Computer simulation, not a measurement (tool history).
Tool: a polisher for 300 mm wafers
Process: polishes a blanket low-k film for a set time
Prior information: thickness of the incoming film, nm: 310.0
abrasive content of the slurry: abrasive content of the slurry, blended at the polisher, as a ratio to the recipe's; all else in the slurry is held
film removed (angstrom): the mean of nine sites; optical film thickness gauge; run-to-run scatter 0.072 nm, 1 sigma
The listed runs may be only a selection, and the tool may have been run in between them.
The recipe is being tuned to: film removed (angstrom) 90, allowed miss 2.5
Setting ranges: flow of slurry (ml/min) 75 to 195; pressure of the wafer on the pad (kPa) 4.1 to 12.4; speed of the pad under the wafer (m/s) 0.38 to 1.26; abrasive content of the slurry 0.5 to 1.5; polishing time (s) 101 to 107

run    day  flow of slurry (ml/min)  pressure of the wafer on the pad (kPa)  speed of the pad under the wafer (m/s)  abrasive content of the slurry  polishing time (s)  film removed (angstrom)
  1      0                      125                                     8.3                                    0.82                               1                 101                   183.56
  2  0.183                      125                                     8.3                                    0.82                            0.85                 101                   167.74
  3  0.246                      125                                     8.3                                    0.82                            0.95                 101                   177.88
  4  0.592                      125                                     7.6                                    0.82                            0.95                 101                   164.94
  5  0.792                      145                                     7.6                                    0.82                            0.95                 101                   171.82
  6  0.858                      130                                     6.9                                    0.78                            0.95                 101                   147.14
  7   1.05                      120                                     6.2                                    0.76                            0.95                 101                    130.8
  8  1.125                      110                                     5.5                                    0.74                            0.95                 101                    111.4
  9  1.258                      100                                     5.5                                    0.74                            0.95                 101                   109.04
 10  1.612                       95                                     5.5                                    0.74                            0.95                 101                   108.69
     1.675  -- conditioning disc replaced and pad reconditioned
 11  1.675                       90                                     5.5                                    0.74                            0.95                 101                   115.13
 12  1.892                       90                                     5.5                                    0.74                            0.95                 101                   115.03
 13  2.162                       90                                     5.5                                    0.74                            0.95                 101                   115.88
 14    2.4                       90                                     4.8                                    0.72                            0.95                 101                   101.36
 15  2.529                       80                                     4.1                                    0.72                            0.95                 101                   83.112
 16    2.6                       80                                     4.8                                    0.72                            0.95                 101                   94.915
 17  2.817                       75                                     4.8                                    0.72                            0.95                 101                   95.009
 18  3.012                       75                                     4.1                                    0.72                            0.95                 101                   80.146
 19  3.062                       75                                     4.1                                    0.72                            0.95                 101                   81.296
 20    3.4                      110                                     4.8                                    0.72                            0.95                 101                   105.46
 21  3.542                      100                                     4.8                                    0.72                            0.95                 101                    103.6
 22  3.617                       85                                     4.1                                    0.68                            0.95                 101                   80.322
 23  3.692                       95                                     4.1                                    0.68                            0.95                 101                   82.545
 24  3.746                      100                                     4.1                                    0.68                            0.95                 101                   84.063
 25  3.771                      105                                     4.1                                    0.68                            0.95                 101                   85.995

Pick the move, out of 4, that brings all results within their allowed miss; only one does.
  A  3.796                      110                                     4.8                                    0.74                            0.65                 103                        ?
  B  3.796                       75                                     4.8                                    0.58                             1.1                 107                        ?
  C  3.796                      100                                     5.5                                    0.48                            0.95                 101                        ?
  D  3.796                      125                                     4.1                                    0.68                             0.8                 104                        ?

move  film removed (angstrom)
   A                   83.488
   B                    89.31
   C                   83.708
   D                   82.242
A: moves away from the targets compared with the last run
B: every result within its allowed miss
C: moves away from the targets compared with the last run
D: moves away from the targets compared with the last run
Answer: B
